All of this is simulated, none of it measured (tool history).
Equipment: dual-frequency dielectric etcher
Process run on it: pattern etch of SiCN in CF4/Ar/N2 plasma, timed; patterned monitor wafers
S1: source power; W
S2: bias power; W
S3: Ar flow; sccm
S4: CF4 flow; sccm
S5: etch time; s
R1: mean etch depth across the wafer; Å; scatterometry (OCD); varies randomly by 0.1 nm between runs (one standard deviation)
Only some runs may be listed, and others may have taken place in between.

| run | hour | S1 | S2 | S3 | S4 | S5 | R1 |
|---|---|---|---|---|---|---|---|
| 1 | 0.0 | 470 | 71 | 97 | 73 | 58.5 | 523.53 |
| 2 | 2.0 | 450 | 70 | 97 | 73 | 58.5 | 501.03 |
| 3 | 10.6 | 430 | 69 | 97 | 73 | 58.5 | 472.40 |
| 4 | 16.5 | 430 | 69 | 97 | 73 | 58.5 | 472.00 |
| 5 | 18.7 | 420 | 69 | 97 | 73 | 58.5 | 462.40 |
| 6 | 27.7 | 420 | 69 | 97 | 68 | 58.5 | 457.06 |

Run 7 comes next. What will it give?
|  | 34.1 | source power generator calibrated |
| 7 | 34.1 | 410 | 69 | 97 | 68 | 58.5 | ? |

{"run 7": {"R1": 458.7}}
